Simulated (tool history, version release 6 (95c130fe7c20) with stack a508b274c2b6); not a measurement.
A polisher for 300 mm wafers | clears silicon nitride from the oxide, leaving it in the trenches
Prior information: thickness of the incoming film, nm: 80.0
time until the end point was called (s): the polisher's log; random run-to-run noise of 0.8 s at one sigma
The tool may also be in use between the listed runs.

run  hour  flow of slurry (ml/min)  pressure of the wafer on the pad (psi)  speed of the pad under the wafer (cm/s)  overpolish time after the end point (s)  time until the end point was called (s)
  1   0.0                      245                                     2.9                                       88                                        6                                   118.29
  2   6.8                      245                                     2.3                                       88                                        6                                   143.16
  3  15.3                      250                                     2.6                                       88                                        6                                   127.42
  4  20.5                      250                                     2.6                                       74                                        6                                   143.99
  5  28.6                      250                                     2.9                                       74                                        6                                   131.55
  6  32.1                      260                                     3.1                                       74                                        6                                   122.78
  7  36.4                      270                                     3.3                                       74                                        6                                   117.50
  8  43.2                      270                                     3.5                                       74                                        6                                   111.44
  9  44.9                      270                                     3.6                                       74                                        6                                   107.21
 10  52.1                      270                                     3.6                                       74                                        6                                   106.46
 11  55.7                      270                                     3.7                                       74                                        6                                   106.40

Expected results for the next run?
 12  57.1                      275                                     3.8                                       74                                        6                                        ?

time until the end point was called (s): 103.64
